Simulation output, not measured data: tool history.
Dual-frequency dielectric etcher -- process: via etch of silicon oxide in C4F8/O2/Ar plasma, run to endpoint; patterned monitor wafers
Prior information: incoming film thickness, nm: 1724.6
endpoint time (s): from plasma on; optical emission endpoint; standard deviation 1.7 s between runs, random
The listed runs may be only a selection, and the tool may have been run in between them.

run	day	source power (W)	bias power (W)	endpoint time (s)
1	0	1850	2776	338.96
2	0.088	1530	2776	373.38
3	0.462	1530	3231	357.91
4	0.538	1720	3231	333.92
5	0.708	1770	3241	329
6	0.875	1810	3250	326.99
7	0.929	1850	3261	323.37

Forecast run 8:
8	1.008	1890	3271	?

{"run 8": {"endpoint time (s)": 320.31}}

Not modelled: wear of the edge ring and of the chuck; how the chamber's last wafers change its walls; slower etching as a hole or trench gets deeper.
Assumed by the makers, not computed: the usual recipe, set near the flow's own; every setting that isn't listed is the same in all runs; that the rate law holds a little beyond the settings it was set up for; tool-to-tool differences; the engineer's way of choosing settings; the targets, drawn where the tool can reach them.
